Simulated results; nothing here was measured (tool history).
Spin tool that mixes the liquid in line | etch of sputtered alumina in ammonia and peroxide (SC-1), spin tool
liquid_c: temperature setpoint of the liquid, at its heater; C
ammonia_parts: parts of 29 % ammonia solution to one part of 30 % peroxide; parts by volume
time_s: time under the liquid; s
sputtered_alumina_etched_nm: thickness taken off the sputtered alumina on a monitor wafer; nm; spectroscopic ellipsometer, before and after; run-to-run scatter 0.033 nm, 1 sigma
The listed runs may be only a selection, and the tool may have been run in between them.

{"run": 1, "hour": 0.0, "liquid_c": 61.0, "ammonia_parts": 0.6, "time_s": 125, "sputtered_alumina_etched_nm": 10.935}
{"run": 2, "hour": 3.0, "liquid_c": 64.5, "ammonia_parts": 0.6, "time_s": 125, "sputtered_alumina_etched_nm": 13.0}
{"run": 3, "hour": 8.9, "liquid_c": 64.5, "ammonia_parts": 0.7, "time_s": 125, "sputtered_alumina_etched_nm": 13.295}
{"run": 4, "hour": 11.7, "liquid_c": 59.0, "ammonia_parts": 0.7, "time_s": 125, "sputtered_alumina_etched_nm": 9.9988}
{"run": 5, "hour": 12.7, "liquid_c": 58.0, "ammonia_parts": 0.7, "time_s": 125, "sputtered_alumina_etched_nm": 9.424}
{"run": 6, "hour": 16.4, "liquid_c": 63.0, "ammonia_parts": 0.7, "time_s": 125, "sputtered_alumina_etched_nm": 12.167}
{"run": 7, "hour": 18.3, "liquid_c": 61.5, "ammonia_parts": 0.7, "time_s": 125, "sputtered_alumina_etched_nm": 11.339}
{"run": 8, "hour": 19.5, "liquid_c": 60.5, "ammonia_parts": 0.7, "time_s": 125, "sputtered_alumina_etched_nm": 10.757}

Run 9 comes next. What will it give?
{"run": 9, "hour": 21.7, "liquid_c": 59.5, "ammonia_parts": 0.7, "time_s": 125, "sputtered_alumina_etched_nm": "?"}

Logged for run 9: sputtered_alumina_etched_nm 10.2470 nm.
